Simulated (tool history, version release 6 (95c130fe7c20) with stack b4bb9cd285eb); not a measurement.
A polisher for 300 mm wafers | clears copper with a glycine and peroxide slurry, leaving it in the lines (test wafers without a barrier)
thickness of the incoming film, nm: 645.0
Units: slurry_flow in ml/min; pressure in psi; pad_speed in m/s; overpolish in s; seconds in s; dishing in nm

Run 1, hour 0.0: slurry_flow 180 ml/min, pressure 1.9 psi, pad_speed 1.24 m/s, overpolish 16 s. Result: seconds 106.560 s, dishing 55.181 nm.
Run 2, hour 1.1: slurry_flow 215 ml/min, pressure 1.9 psi, pad_speed 1.24 m/s, overpolish 16 s. Result: seconds 105.910 s, dishing 55.555 nm.
Run 3, hour 2.9: slurry_flow 215 ml/min, pressure 2.1 psi, pad_speed 1.26 m/s, overpolish 16 s. Result: seconds 98.101 s, dishing 62.044 nm.
Run 4, hour 10.2: slurry_flow 215 ml/min, pressure 1.8 psi, pad_speed 1.26 m/s, overpolish 16 s. Result: seconds 109.410 s, dishing 56.240 nm.
Run 5, hour 13.5: slurry_flow 215 ml/min, pressure 2.1 psi, pad_speed 1.28 m/s, overpolish 16 s. Result: seconds 95.396 s, dishing 60.341 nm.
Run 6, hour 20.5: slurry_flow 215 ml/min, pressure 2.1 psi, pad_speed 1.00 m/s, overpolish 16 s. Result: seconds 115.480 s, dishing 53.632 nm.
Run 7, hour 21.2: slurry_flow 215 ml/min, pressure 2.4 psi, pad_speed 1.02 m/s, overpolish 16 s. Result: seconds 104.180 s, dishing 54.436 nm.

Forecast run 8:
Run 8, hour 28.0: slurry_flow 215 ml/min, pressure 2.6 psi, pad_speed 1.08 m/s, overpolish 17 s. Result: seconds ?, dishing ?.

seconds: 97.399 s
dishing: 65.117 nm
